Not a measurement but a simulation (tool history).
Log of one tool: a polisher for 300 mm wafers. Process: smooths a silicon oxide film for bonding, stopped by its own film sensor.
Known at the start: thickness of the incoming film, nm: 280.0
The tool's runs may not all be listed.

run	hour	flow of slurry (ml/min)	pressure of the wafer on the pad (psi)	speed of the pad under the wafer (m/s)	abrasive content of the slurry	target thickness at which the film sensor stops the polish (nm)	time until the film sensor stopped the polish (s)
1	0	250	2.3	1.12	1	252	36.205
2	5.4	250	2.3	1.12	1.15	252	34.286
3	11	250	2.1	1.08	1.15	252	38.551
4	13.3	250	2.1	1.08	1.15	252	38.887
5	18.1	250	1.9	1.06	1.15	252	44.237
6	22.8	225	1.9	1.06	1.15	252	43.19
7	27.9	225	1.9	1.06	1.15	252	43.983
8	31.5	225	1.8	1.06	1.15	252	46.275
9	33.6	225	1.7	1.06	1.15	252	49.688

The next listed run, before its measurement:
10	35.4	225	1.6	1.06	1.15	252	?

time until the film sensor stopped the polish (s): 50.297
